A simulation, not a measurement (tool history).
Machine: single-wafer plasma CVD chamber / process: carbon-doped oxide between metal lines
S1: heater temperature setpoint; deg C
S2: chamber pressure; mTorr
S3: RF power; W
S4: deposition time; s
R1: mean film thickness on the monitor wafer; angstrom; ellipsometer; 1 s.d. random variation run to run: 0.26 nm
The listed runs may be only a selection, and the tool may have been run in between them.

run    day   S1    S2   S3    S4      R1
  1  0.000  355  6590  625  15.3  868.76
  2  0.317  355  5990  625  15.3  862.25
  3  0.400  353  6110  650  15.3  888.61
  4  0.750  352  6230  675  15.3  907.70
  5  0.962  352  6230  640  15.3  884.09
  6  0.996  362  6230  640  15.3  858.67
  7  1.338  360  6380  670  15.3  891.57
  8  1.562  358  6550  690  15.3  910.31

Forecast run 9:
  9  1.817  356  6650  710  15.3   ?

Run 9 produced R1 929.51 angstrom.
